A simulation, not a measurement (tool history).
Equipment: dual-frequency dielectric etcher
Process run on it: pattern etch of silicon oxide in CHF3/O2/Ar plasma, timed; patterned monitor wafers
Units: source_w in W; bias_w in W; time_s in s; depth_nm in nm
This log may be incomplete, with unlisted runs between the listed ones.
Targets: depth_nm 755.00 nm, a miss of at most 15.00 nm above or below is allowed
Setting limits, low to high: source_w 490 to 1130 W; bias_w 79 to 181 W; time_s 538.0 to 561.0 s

run  hour  source_w  bias_w  time_s  depth_nm
  1   0.0       810     130   538.0   1035.50
  2   3.6       810     130   538.0   1039.80
  3   5.8       680     130   538.0    956.46
  4   8.4       630     116   538.0    882.50
  5  16.8       590     111   538.0    839.87
  6  20.0       560     108   538.0    807.28
  7  24.8       490      99   538.0    728.92
  8  31.6       500      99   538.0    735.36
  9  36.0       550     101   538.5    777.68

Which single option among these 5 for the next run brings every result within its allowed miss of target? Just one does.
  A  40.4       550     105   550.0         ?
  B  40.4       590      93   551.5         ?
  C  40.4       510     107   547.5         ?
  D  40.4       600      87   558.5         ?
  E  40.4       490     100   556.5         ?

move  depth_nm
   A    809.63
   B    793.55
   C    784.56
   D    785.31
   E    758.29
A: the biggest miss grows against the last run
B: the biggest miss grows against the last run
C: the biggest miss grows against the last run
D: the biggest miss grows against the last run
E: all results land within tolerance of their targets
Correct choice: E, which meets every target
